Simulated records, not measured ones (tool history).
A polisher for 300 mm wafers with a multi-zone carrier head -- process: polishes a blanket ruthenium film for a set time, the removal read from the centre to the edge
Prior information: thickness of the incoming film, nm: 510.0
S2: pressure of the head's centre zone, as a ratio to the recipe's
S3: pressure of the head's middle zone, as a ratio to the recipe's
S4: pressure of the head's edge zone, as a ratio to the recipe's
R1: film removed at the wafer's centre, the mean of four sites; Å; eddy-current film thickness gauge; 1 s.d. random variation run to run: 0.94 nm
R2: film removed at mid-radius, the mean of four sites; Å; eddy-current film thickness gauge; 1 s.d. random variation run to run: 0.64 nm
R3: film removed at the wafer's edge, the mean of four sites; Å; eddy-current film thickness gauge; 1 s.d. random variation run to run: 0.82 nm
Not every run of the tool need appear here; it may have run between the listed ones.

run 1 hour=0 | flow_of_slurry_(ml/min)=285 S2=1 S3=1 S4=1 polishing_time_(s)=65 | R1=808.13 R2=783.22 R3=774.68
run 2 hour=3.6 | flow_of_slurry_(ml/min)=310 S2=1 S3=1 S4=1 polishing_time_(s)=65 | R1=795.11 R2=787.47 R3=764.12
run 3 hour=4.7 | flow_of_slurry_(ml/min)=325 S2=0.98 S3=1 S4=0.98 polishing_time_(s)=64 | R1=793.13 R2=778.04 R3=751.55
run 4 hour=12.8 | flow_of_slurry_(ml/min)=325 S2=0.98 S3=1 S4=0.93 polishing_time_(s)=64 | R1=786.71 R2=792.75 R3=731.38
run 5 hour=21.1 | flow_of_slurry_(ml/min)=370 S2=0.98 S3=1 S4=0.93 polishing_time_(s)=64 | R1=794.42 R2=788.78 R3=744.8
run 6 hour=29.6 | flow_of_slurry_(ml/min)=370 S2=0.98 S3=0.92 S4=0.93 polishing_time_(s)=64 | R1=798.17 R2=733.59 R3=724.3
run 7 hour=37.2 | flow_of_slurry_(ml/min)=365 S2=0.94 S3=0.93 S4=0.91 polishing_time_(s)=63 | R1=757.32 R2=734.91 R3=706.32
run 8 hour=38 | flow_of_slurry_(ml/min)=360 S2=0.91 S3=0.94 S4=0.9 polishing_time_(s)=62 | R1=715.48 R2=720.82 R3=683.18

Run 9 comes next. What will it give?
run 9 hour=44.3 | flow_of_slurry_(ml/min)=360 S2=0.89 S3=0.95 S4=0.89 polishing_time_(s)=62 | R1=? R2=? R3=?

R1: 711.92 Å
R2: 726.3 Å
R3: 697.76 Å
